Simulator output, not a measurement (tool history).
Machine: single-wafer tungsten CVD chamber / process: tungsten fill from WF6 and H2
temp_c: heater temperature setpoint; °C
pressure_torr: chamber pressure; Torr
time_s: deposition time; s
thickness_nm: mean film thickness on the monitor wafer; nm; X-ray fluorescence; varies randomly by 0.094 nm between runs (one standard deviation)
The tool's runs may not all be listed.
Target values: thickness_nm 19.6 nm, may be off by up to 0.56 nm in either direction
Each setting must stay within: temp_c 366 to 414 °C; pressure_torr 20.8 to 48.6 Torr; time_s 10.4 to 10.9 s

run	hour	temp_c	pressure_torr	time_s	thickness_nm
1	0	390	34.7	10.9	24.837
2	3.9	390	37.7	10.9	25.872
3	5	390	37.7	10.9	25.605
4	8.5	389	37.6	10.9	25.202
5	12	388	37.5	10.9	24.584
6	18.4	384	37.5	10.9	23.221
7	22.4	383	37.4	10.9	22.667
8	25.3	382	37.3	10.9	22.162
9	30.1	381	37.3	10.9	21.934
10	33	380	37.3	10.9	21.627
11	38.7	379	37.3	10.9	20.983

Exactly one of the 4 candidate moves below puts every result within its allowed miss. Which one?
A	44.4	382	35.1	10.9	?
B	44.4	375	36.6	10.4	?
C	44.4	383	38.6	10.9	?
D	44.4	379	35.2	10.4	?

move	thickness_nm
A	21.555
B	18.502
C	22.921
D	19.528
A: its largest miss is bigger than the last run's
B: takes the result that was furthest off past its target
C: its largest miss is bigger than the last run's
D: hits every target within its allowed miss
The move that meets every target is D.
